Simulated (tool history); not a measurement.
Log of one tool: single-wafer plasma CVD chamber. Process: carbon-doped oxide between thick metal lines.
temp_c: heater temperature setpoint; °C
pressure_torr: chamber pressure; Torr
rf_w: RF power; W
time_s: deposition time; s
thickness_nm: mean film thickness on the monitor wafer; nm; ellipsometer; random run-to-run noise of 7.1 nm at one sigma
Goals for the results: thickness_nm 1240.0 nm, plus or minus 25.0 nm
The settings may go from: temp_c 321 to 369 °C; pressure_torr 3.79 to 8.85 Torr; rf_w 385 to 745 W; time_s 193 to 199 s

run,day,temp_c,pressure_torr,rf_w,time_s,thickness_nm
1,0.000,345,6.32,565,193,1097.7
2,0.025,343,6.54,585,193,1123.2
3,0.292,343,6.54,585,193,1120.0
4,0.546,343,7.27,585,193,1118.8
5,0.838,343,7.27,525,193,1063.6
6,1.062,333,7.27,525,193,1118.0
7,1.233,331,7.28,540,193,1124.3
8,1.517,330,7.29,560,194,1153.1
9,1.671,329,7.30,575,194,1172.7
10,1.929,328,7.31,585,194,1198.1
11,2.121,327,7.33,590,194,1200.2
12,2.150,326,7.34,595,194,1204.9

Which of these 4 next moves meets every target?
A,2.179,321,7.64,660,193,?
B,2.179,321,7.71,640,197,?
C,2.179,323,7.11,610,195,?
D,2.179,321,7.65,630,198,?

move,thickness_nm
A,1291.2
B,1297.8
C,1238.5
D,1293.3
A: pushes the last run's worst result past its target
B: pushes the last run's worst result past its target
C: meets every target
D: pushes the last run's worst result past its target
Correct choice: C, which meets every target
